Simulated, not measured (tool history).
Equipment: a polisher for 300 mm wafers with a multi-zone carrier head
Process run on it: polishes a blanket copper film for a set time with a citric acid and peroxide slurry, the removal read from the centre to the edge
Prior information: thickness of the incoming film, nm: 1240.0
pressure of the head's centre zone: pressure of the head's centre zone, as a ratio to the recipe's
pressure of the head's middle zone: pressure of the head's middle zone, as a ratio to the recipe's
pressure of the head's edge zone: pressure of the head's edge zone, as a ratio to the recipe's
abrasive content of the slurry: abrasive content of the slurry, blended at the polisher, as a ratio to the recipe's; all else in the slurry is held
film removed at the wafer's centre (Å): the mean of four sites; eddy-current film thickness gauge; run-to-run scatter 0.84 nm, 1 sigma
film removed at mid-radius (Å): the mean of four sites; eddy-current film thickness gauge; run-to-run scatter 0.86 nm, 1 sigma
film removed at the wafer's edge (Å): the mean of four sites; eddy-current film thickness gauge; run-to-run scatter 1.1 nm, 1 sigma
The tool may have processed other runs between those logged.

run    day  flow of slurry (ml/min)  pressure of the head's centre zone  pressure of the head's middle zone  pressure of the head's edge zone  abrasive content of the slurry  polishing time (s)  film removed at the wafer's centre (Å)  film removed at mid-radius (Å)  film removed at the wafer's edge (Å)
  1  0.000                      140                                1.00                                1.00                              1.00                            1.00                  75                                 1142.50                         1187.60                               1181.40
  2  0.233                      140                                1.00                                1.00                              1.00                            1.20                  75                                 1223.70                         1194.60                               1186.30
  3  0.362                      135                                1.02                                0.97                              1.00                            1.15                  69                                 1108.90                         1061.70                               1080.00
  4  0.612                      130                                1.04                                0.94                              1.01                            1.10                  65                                 1041.60                          976.42                                993.67
  5  0.925                      130                                1.04                                0.94                              1.01                            1.25                  65                                 1069.80                          964.88                               1011.00
  6  0.958                      125                                1.04                                0.92                              1.02                            1.25                  61                                 1007.00                          894.33                                985.26
  7  1.321                      120                                1.05                                0.90                              1.02                            1.25                  58                                  938.91                          847.69                                947.10
  8  1.367                      120                                1.05                                0.90                              1.02                            1.25                  58                                  933.72                          831.87                                929.54
  9  1.571                      120                                1.06                                0.89                              1.02                            1.25                  56                                  932.70                          795.27                                899.85
 10  1.608                      120                                1.06                                0.88                              1.02                            1.20                  54                                  866.02                          761.21                                834.60
 11  1.762                      115                                1.07                                0.87                              1.02                            1.20                  53                                  877.65                          714.90                                806.78

Expected results for the next run?
 12  1.858                      110                                1.06                                0.86                              1.02                            1.20                  53                                       ?                               ?                                     ?

film removed at the wafer's centre (Å): 829.79
film removed at mid-radius (Å): 716.59
film removed at the wafer's edge (Å): 808.33

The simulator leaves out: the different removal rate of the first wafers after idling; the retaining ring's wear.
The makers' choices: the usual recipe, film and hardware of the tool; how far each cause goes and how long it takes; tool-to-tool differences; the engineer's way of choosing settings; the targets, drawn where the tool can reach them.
